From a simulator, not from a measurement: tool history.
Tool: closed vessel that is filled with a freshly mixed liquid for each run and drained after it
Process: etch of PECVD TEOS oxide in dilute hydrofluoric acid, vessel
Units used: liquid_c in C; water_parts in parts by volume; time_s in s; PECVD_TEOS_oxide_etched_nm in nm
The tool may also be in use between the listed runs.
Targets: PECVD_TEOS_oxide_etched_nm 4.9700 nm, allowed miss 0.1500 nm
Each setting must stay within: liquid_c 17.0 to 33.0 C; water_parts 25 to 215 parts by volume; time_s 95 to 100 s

run  hour  liquid_c  water_parts  time_s  PECVD_TEOS_oxide_etched_nm
  1   0.0      25.0          120      95                      5.9455
  2   2.4      26.0          120      95                      6.2670
  3  10.5      24.5          120      95                      5.9297
  4  19.3      24.5          120     100                      6.1806
  5  20.4      23.5          120     100                      5.9509
  6  28.3      21.0          120     100                      5.4249
  7  30.4      20.5          120     100                      5.2552
  8  31.7      20.0          120     100                      5.1968
     39.8  -- hydrofluoric acid flow meter replaced
  9  39.8      19.5          120     100                      5.9019
 10  41.7      19.5          120     100                      5.8325
 11  46.7      19.5          125     100                      5.6189
 12  50.1      19.0          130     100                      5.2813
 13  54.7      18.5          130     100                      5.1992

Which of these 5 next moves meets every target?
  A  59.3      19.0          120      95                           ?
  B  59.3      20.0          140     100                           ?
  C  59.3      20.0          125      95                           ?
  D  59.3      21.5          140     100                           ?
  E  59.3      17.5          120     100                           ?

move  PECVD_TEOS_oxide_etched_nm
   A                      5.4324
   B                      4.9972
   C                      5.4027
   D                      5.3042
   E                      5.3755
A: further off than the last run
B: in spec on every target
C: further off than the last run
D: further off than the last run
E: further off than the last run
Answer: B

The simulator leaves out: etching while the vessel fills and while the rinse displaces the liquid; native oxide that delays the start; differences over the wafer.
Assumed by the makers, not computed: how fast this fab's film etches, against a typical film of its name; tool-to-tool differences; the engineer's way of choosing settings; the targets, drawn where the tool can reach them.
